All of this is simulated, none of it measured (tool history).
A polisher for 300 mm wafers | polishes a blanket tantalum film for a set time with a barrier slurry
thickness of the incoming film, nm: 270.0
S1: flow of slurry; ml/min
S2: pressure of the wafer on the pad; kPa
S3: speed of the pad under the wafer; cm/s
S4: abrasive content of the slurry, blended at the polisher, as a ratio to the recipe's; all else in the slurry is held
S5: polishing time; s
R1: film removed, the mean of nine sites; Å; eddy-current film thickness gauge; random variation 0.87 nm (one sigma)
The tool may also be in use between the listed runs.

run 1 day=0 | S1=235 S2=13.1 S3=76 S4=1 S5=102 | R1=1210.4
run 2 day=0.208 | S1=235 S2=11.7 S3=76 S4=1 S5=102 | R1=1086.9
run 3 day=0.304 | S1=235 S2=11.7 S3=76 S4=1 S5=107 | R1=1137.2
run 4 day=0.617 | S1=235 S2=11.7 S3=76 S4=1.15 S5=107 | R1=1168
run 5 day=0.812 | S1=235 S2=11.7 S3=76 S4=1.15 S5=107 | R1=1174.2
run 6 day=1.121 | S1=235 S2=9 S3=76 S4=1.15 S5=107 | R1=910.97

Forecast run 7:
run 7 day=1.167 | S1=235 S2=8.3 S3=76 S4=1.15 S5=107 | R1=?

R1: 866.98 Å
